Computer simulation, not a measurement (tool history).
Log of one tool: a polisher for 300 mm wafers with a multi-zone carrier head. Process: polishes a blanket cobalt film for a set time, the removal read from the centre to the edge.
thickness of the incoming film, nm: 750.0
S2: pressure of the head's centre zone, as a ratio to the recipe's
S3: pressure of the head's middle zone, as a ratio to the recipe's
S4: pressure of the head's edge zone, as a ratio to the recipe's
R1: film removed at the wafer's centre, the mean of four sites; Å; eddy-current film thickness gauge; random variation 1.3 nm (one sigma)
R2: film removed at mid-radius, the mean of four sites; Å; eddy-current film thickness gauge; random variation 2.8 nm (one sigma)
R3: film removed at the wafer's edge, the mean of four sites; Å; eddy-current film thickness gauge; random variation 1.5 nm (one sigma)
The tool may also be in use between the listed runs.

{"run": 1, "hour": 0.0, "flow of slurry (ml/min)": 250, "S2": 1, "S3": 1, "S4": 1, "polishing time (s)": 35, "R1": 1939, "R2": 1879.6, "R3": 1993.9}
{"run": 2, "hour": 1.4, "flow of slurry (ml/min)": 250, "S2": 1, "S3": 1, "S4": 0.95, "polishing time (s)": 35, "R1": 1955.9, "R2": 1864.2, "R3": 1958.6}
{"run": 3, "hour": 5.6, "flow of slurry (ml/min)": 295, "S2": 1, "S3": 1, "S4": 0.95, "polishing time (s)": 35, "R1": 1975.9, "R2": 2036.9, "R3": 2009.5}
{"run": 4, "hour": 8.2, "flow of slurry (ml/min)": 295, "S2": 1, "S3": 1, "S4": 0.95, "polishing time (s)": 28, "R1": 1579.8, "R2": 1550.9, "R3": 1606.5}
{"run": 5, "hour": 12.3, "flow of slurry (ml/min)": 295, "S2": 1, "S3": 1, "S4": 0.95, "polishing time (s)": 20, "R1": 1123.8, "R2": 1118, "R3": 1126}
{"run": 6, "hour": 17.4, "flow of slurry (ml/min)": 295, "S2": 1, "S3": 1, "S4": 0.95, "polishing time (s)": 17, "R1": 965.7, "R2": 949.67, "R3": 971.57}

Forecast run 7:
{"hour": 23.8, "done": "slurry nozzle cleaned"}
{"run": 7, "hour": 23.8, "flow of slurry (ml/min)": 325, "S2": 0.95, "S3": 1.04, "S4": 1, "polishing time (s)": 22, "R1": "?", "R2": "?", "R3": "?"}

{"run 7": {"R1": 1252.5, "R2": 1336.9, "R3": 1309.5}}
